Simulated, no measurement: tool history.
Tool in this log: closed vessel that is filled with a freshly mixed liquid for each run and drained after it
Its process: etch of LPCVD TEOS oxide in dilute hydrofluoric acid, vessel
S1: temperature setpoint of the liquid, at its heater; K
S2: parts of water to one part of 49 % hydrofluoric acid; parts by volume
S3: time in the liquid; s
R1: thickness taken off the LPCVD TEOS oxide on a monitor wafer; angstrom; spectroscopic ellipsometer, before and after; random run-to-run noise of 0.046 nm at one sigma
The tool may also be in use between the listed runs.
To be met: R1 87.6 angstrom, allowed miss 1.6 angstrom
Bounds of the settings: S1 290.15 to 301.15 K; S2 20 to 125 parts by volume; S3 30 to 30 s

run 1 hour=0 | S1=293.15 S2=70 S3=30 | R1=160.32
run 2 hour=4.1 | S1=292.15 S2=80 S3=30 | R1=133.76
run 3 hour=6.1 | S1=290.15 S2=80 S3=30 | R1=121.68
run 4 hour=14.2 | S1=290.15 S2=55 S3=30 | R1=182.63
run 5 hour=16.1 | S1=290.15 S2=70 S3=30 | R1=140.81
run 6 hour=24.3 | S1=290.15 S2=80 S3=30 | R1=121.16
-- hour=27.1 thermometer replaced
run 7 hour=27.1 | S1=290.15 S2=105 S3=30 | R1=96.271
run 8 hour=35.7 | S1=290.15 S2=110 S3=30 | R1=91.609
run 9 hour=38.8 | S1=290.15 S2=110 S3=30 | R1=92.675

Below are 4 possible settings for the next run. Only one of them brings all results inside the allowed miss of their targets. Which is it?
run A hour=41.9 | S1=290.15 S2=115 S3=30 | R1=?
run B hour=41.9 | S1=294.65 S2=120 S3=30 | R1=?
run C hour=41.9 | S1=290.65 S2=120 S3=30 | R1=?
run D hour=41.9 | S1=291.65 S2=125 S3=30 | R1=?

move=A R1=87.728
move=B R1=100.52
move=C R1=85.406
move=D R1=85.004
A: every result within its allowed miss
B: moves away from the targets compared with the last run
C: carries the result that was furthest off beyond its target, to the other side
D: carries the result that was furthest off beyond its target, to the other side
The move that meets every target is A.

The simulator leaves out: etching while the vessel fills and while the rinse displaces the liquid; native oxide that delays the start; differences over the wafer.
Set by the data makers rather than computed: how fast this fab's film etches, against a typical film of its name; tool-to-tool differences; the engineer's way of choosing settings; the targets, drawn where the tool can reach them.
